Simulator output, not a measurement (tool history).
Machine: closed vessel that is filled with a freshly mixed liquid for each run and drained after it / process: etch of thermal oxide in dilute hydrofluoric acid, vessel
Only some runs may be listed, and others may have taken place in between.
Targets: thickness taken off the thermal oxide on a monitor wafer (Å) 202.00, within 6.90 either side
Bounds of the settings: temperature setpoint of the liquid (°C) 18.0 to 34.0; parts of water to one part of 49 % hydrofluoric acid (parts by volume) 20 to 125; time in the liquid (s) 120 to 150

run,hour,temperature setpoint of the liquid (°C),parts of water to one part of 49 % hydrofluoric acid (parts by volume),time in the liquid (s),thickness taken off the thermal oxide on a monitor wafer (Å)
1,0.0,26.0,70,150,124.59
2,3.8,28.0,70,150,132.37
3,11.9,29.0,65,150,151.67
4,19.0,29.5,65,150,157.13
5,21.5,30.0,65,150,159.63
6,28.6,30.0,85,150,117.72
7,37.7,30.5,80,150,126.29
8,38.9,31.0,75,150,139.45
9,43.0,31.5,70,150,151.59
10,44.5,32.0,70,150,158.00
11,51.2,32.5,70,150,158.23

Which of these 4 next moves meets every target?
A,57.9,29.0,45,145,?
B,57.9,30.5,50,150,?
C,57.9,34.0,55,150,?
D,57.9,34.0,60,150,?

move,thickness taken off the thermal oxide on a monitor wafer (Å)
A,217.81
B,213.49
C,220.25
D,200.22
A: moves the result that the last run missed by most past its target, out the other side
B: moves the result that the last run missed by most past its target, out the other side
C: moves the result that the last run missed by most past its target, out the other side
D: every result lands within tolerance
The right move is D.
